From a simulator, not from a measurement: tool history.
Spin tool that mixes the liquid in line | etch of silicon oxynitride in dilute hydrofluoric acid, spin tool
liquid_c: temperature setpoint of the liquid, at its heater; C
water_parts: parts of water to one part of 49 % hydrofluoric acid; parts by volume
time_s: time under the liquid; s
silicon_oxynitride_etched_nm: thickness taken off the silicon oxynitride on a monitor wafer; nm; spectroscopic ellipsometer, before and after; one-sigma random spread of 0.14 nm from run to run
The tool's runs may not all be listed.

run	day	liquid_c	water_parts	time_s	silicon_oxynitride_etched_nm
1	0	23	155	260	3.7729
2	0.212	25.5	115	260	6.0814
3	0.521	25.5	80	260	8.778
4	0.579	27	75	260	10.22
5	0.65	25	75	260	9.1789
6	0.992	26.5	70	260	10.448

The next listed run, before its measurement:
7	1.062	27.5	70	260	?

Run 7 came out at silicon_oxynitride_etched_nm 11.065 nm.

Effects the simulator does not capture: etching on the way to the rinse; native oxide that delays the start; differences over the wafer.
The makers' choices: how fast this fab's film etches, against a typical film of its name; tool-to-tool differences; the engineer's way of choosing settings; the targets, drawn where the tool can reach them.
